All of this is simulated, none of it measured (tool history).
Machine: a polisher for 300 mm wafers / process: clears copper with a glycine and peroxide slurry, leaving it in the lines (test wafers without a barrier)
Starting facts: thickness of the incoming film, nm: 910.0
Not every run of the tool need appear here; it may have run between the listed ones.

| run | hour | flow of slurry (ml/min) | pressure of the wafer on the pad (psi) | speed of the pad under the wafer (m/s) | overpolish time after the end point (s) | time until the end point was called (s) | dishing of a wide line in a test structure (angstrom) |
|---|---|---|---|---|---|---|---|
| 1 | 0.0 | 225 | 2.5 | 1.26 | 23 | 165.29 | 567.39 |
| 2 | 3.7 | 225 | 2.4 | 1.26 | 20 | 169.00 | 505.74 |
| 3 | 11.6 | 225 | 2.3 | 1.26 | 18 | 166.24 | 459.67 |
| 4 | 20.4 | 225 | 2.1 | 1.26 | 18 | 185.06 | 449.13 |
| 5 | 22.0 | 225 | 2.1 | 1.26 | 9 | 179.53 | 254.38 |
| 6 | 24.7 | 225 | 1.7 | 1.26 | 9 | 206.11 | 233.46 |
| 7 | 30.8 | 225 | 1.8 | 1.24 | 10 | 201.12 | 257.11 |
| 8 | 32.5 | 220 | 2.2 | 1.04 | 20 | 204.87 | 441.03 |
| 9 | 35.7 | 220 | 2.2 | 1.04 | 19 | 206.07 | 423.23 |
| 10 | 38.9 | 220 | 2.2 | 1.06 | 18 | 201.72 | 410.63 |
| 11 | 43.5 | 220 | 2.2 | 1.08 | 17 | 199.08 | 401.90 |
| 12 | 50.1 | 220 | 2.2 | 1.10 | 17 | 196.70 | 396.26 |
| 13 | 52.2 | 220 | 2.1 | 1.12 | 16 | 204.03 | 384.64 |
| 14 | 57.4 | 225 | 2.1 | 1.12 | 16 | 192.48 | 382.31 |
| 15 | 64.1 | 220 | 2.1 | 1.12 | 16 | 198.54 | 378.53 |

Predict the results of run 16:
| 16 | 67.0 | 225 | 2.1 | 1.12 | 16 | ? | ? |

{"run 16": {"time until the end point was called (s)": 197.98, "dishing of a wide line in a test structure (angstrom)": 374.7}}
